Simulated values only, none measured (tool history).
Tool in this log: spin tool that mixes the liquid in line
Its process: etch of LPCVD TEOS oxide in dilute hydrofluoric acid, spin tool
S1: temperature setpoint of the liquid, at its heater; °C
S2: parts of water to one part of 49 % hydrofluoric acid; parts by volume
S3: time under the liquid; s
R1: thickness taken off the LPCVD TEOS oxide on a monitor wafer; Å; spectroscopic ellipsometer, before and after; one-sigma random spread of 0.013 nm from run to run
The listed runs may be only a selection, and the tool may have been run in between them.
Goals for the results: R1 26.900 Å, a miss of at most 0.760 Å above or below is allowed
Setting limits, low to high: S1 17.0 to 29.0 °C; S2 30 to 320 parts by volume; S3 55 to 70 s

run  hour    S1   S2  S3      R1
  1   0.0  21.0  175  70  53.352
  2   7.6  21.0  210  70  42.670
  3  11.8  20.5  220  70  39.542
  4  19.4  20.5  220  70  39.544
  5  20.4  20.5  160  70  57.959
  6  21.6  20.5  205  70  43.083
  7  25.2  20.0  215  70  39.901
  8  30.2  19.5  225  70  37.445
  9  37.7  19.0  235  70  34.577
 10  40.8  18.5  240  70  33.080
 11  49.7  18.5  245  70  32.250
 12  57.3  18.5  250  70  31.286
 13  60.6  18.5  255  70  30.737
 14  63.9  18.5  255  70  30.875
 15  70.8  18.5  260  70  30.185
 16  75.3  18.0  265  70  28.814

4 candidate next runs follow, results not yet known. Just one meets every target within its allowed miss. Identify it.
  A  79.8  17.5  240  60   ?
  B  79.8  22.5  265  65   ?
  C  79.8  20.0  250  65   ?
  D  79.8  19.0  260  70   ?

move      R1
   A  27.081
   B  31.307
   C  30.703
   D  30.339
A: each result inside its tolerance
B: lands further from the targets than the last run did
C: lands further from the targets than the last run did
D: lands further from the targets than the last run did
A meets every target.
